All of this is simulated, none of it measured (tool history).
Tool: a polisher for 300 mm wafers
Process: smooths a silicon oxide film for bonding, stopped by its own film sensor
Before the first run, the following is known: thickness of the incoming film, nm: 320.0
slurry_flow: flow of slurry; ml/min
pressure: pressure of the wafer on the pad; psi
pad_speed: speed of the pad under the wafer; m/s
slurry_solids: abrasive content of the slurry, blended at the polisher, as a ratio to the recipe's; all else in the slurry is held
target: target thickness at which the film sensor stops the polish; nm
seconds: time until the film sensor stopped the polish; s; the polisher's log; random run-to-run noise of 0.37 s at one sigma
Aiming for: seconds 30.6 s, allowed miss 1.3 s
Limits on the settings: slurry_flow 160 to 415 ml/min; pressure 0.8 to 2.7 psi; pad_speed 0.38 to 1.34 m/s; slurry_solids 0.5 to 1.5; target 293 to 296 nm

run	hour	slurry_flow	pressure	pad_speed	slurry_solids	target	seconds
1	0	265	1.7	0.86	1	293	46.437
2	9	265	1.9	0.86	1	293	42.189
3	10.8	265	1.6	0.86	1	293	49.697
4	16.5	265	1.6	0.66	1	293	58.748
5	20.5	265	1.6	0.58	1	293	65.308
6	23.4	265	1.9	0.62	1	293	52.422
7	28.9	265	2.1	0.64	1	293	46.847
8	35.2	265	2.3	0.68	1	293	40.939
# hour 41.7: slurry blender recalibrated
9	41.7	265	2.4	0.7	1	293	36.154
10	42.9	265	2.5	0.7	1	293	34.953

Of the 4 settings listed for the next run, only one would bring every result within its allowed miss of target. Which one?
A	44.1	285	2.4	0.6	1.15	296	?
B	44.1	235	2.2	0.68	0.95	293	?
C	44.1	325	2.7	0.6	0.65	295	?
D	44.1	300	2.6	0.64	1.1	296	?

move	seconds
A	34.083
B	41.701
C	39.193
D	30.583
A: moves toward the targets from the last run without getting all of them in spec
B: misses by more than the last run did
C: misses by more than the last run did
D: all results land within tolerance of their targets
Answer: D

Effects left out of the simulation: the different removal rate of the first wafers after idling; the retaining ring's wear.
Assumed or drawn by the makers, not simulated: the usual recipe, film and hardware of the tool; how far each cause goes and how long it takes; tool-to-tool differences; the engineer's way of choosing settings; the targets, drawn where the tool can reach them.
